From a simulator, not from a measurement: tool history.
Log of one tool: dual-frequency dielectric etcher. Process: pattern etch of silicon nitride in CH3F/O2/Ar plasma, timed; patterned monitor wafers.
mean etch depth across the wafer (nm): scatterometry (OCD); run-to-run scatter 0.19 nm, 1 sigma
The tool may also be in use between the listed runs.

run,hour,source power (kW),bias power (kW),etch time (s),mean etch depth across the wafer (nm)
1,0,0.33,0.067,38.5,24.986
2,6.8,0.35,0.068,38.5,25.816
3,12.9,0.35,0.077,38.5,26.574
4,19.7,0.32,0.077,38.5,25.602
5,23.3,0.32,0.077,34.5,23.098
6,30.6,0.27,0.077,34.5,20.816
7,33.5,0.3,0.078,34.5,22.257

Predict the results of run 8:
8,40.5,0.32,0.079,34.5,?

Run 8 gave mean etch depth across the wafer (nm) 23.097.

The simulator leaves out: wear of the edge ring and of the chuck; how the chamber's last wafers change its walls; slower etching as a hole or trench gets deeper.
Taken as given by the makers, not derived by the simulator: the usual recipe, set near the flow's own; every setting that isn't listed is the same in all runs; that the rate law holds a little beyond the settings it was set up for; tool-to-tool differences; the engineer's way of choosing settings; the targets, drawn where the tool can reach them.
